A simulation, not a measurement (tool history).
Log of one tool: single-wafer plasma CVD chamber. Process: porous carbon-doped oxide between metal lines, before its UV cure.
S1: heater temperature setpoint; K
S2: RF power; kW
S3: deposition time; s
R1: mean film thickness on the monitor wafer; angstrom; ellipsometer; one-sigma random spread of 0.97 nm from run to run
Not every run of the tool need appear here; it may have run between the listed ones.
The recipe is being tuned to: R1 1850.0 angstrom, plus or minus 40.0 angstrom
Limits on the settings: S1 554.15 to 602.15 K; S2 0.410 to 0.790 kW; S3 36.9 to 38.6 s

run,hour,S1,S2,S3,R1
1,0.0,578.15,0.600,38.6,2167.9
2,8.9,583.15,0.585,38.5,2091.3
3,15.0,586.15,0.565,38.4,2011.1
4,20.3,586.15,0.515,38.4,1881.3
5,24.0,586.15,0.430,38.4,1673.3
6,28.2,586.15,0.430,38.6,1680.6
7,30.1,582.15,0.440,38.6,1746.6
8,37.5,580.15,0.445,38.6,1765.6
9,38.1,578.15,0.450,38.6,1800.6

5 next moves are on the table. One of them brings every result within its allowed miss. Which?
A,38.7,585.15,0.505,37.9,?
B,38.7,583.15,0.445,38.6,?
C,38.7,578.15,0.470,36.9,?
D,38.7,569.15,0.460,38.6,?
E,38.7,577.15,0.435,37.2,?

move,R1
A,1857.1
B,1753.3
C,1784.6
D,1922.6
E,1711.4
A: all results in spec
B: its largest miss is bigger than the last run's
C: its largest miss is bigger than the last run's
D: pushes the last run's worst result past its target
E: its largest miss is bigger than the last run's
So the answer is move A, the one that meets all the targets.

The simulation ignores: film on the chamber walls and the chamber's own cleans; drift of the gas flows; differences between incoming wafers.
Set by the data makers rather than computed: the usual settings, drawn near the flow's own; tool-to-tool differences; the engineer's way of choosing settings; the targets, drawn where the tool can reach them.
